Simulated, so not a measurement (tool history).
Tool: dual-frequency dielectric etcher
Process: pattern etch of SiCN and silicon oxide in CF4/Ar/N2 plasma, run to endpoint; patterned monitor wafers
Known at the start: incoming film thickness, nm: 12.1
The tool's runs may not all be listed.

run 1 day=0.000 | source_power_(W)=530 bias_power_(W)=74 Ar_flow_(sccm)=73 CF4_flow_(sccm)=59 | endpoint_time_(s)=10.952
run 2 day=0.171 | source_power_(W)=530 bias_power_(W)=74 Ar_flow_(sccm)=73 CF4_flow_(sccm)=65 | endpoint_time_(s)=10.689
run 3 day=0.488 | source_power_(W)=510 bias_power_(W)=74 Ar_flow_(sccm)=73 CF4_flow_(sccm)=65 | endpoint_time_(s)=11.073
run 4 day=0.538 | source_power_(W)=510 bias_power_(W)=74 Ar_flow_(sccm)=81 CF4_flow_(sccm)=65 | endpoint_time_(s)=11.287
run 5 day=0.821 | source_power_(W)=510 bias_power_(W)=74 Ar_flow_(sccm)=81 CF4_flow_(sccm)=70 | endpoint_time_(s)=11.145
run 6 day=0.954 | source_power_(W)=500 bias_power_(W)=74 Ar_flow_(sccm)=81 CF4_flow_(sccm)=70 | endpoint_time_(s)=11.307
run 7 day=1.017 | source_power_(W)=490 bias_power_(W)=74 Ar_flow_(sccm)=81 CF4_flow_(sccm)=70 | endpoint_time_(s)=11.385

The next listed run, before its measurement:
run 8 day=1.388 | source_power_(W)=480 bias_power_(W)=74 Ar_flow_(sccm)=81 CF4_flow_(sccm)=70 | endpoint_time_(s)=?

endpoint time (s): 11.678

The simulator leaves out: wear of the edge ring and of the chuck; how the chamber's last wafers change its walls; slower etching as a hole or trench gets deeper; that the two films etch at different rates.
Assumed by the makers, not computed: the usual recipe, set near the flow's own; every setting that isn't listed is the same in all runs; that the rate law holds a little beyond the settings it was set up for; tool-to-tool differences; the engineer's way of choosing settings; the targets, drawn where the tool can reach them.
